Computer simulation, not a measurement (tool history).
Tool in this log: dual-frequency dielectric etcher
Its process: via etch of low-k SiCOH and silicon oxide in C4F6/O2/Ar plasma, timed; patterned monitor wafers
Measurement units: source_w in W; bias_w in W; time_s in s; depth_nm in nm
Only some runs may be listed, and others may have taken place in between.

| run | hour | source_w | bias_w | time_s | depth_nm |
|---|---|---|---|---|---|
| 1 | 0.0 | 260 | 255 | 54.5 | 134.96 |
| 2 | 6.2 | 260 | 255 | 54.5 | 135.05 |
| 3 | 11.1 | 230 | 222 | 54.5 | 119.32 |
| 4 | 15.0 | 230 | 222 | 54.5 | 119.63 |
| 5 | 20.8 | 230 | 222 | 54.5 | 119.76 |
| 6 | 22.7 | 210 | 209 | 54.5 | 111.35 |

The next listed run, before its measurement:
| 7 | 24.0 | 200 | 204 | 54.5 | ? |

{"run 7": {"depth_nm": 107.41}}

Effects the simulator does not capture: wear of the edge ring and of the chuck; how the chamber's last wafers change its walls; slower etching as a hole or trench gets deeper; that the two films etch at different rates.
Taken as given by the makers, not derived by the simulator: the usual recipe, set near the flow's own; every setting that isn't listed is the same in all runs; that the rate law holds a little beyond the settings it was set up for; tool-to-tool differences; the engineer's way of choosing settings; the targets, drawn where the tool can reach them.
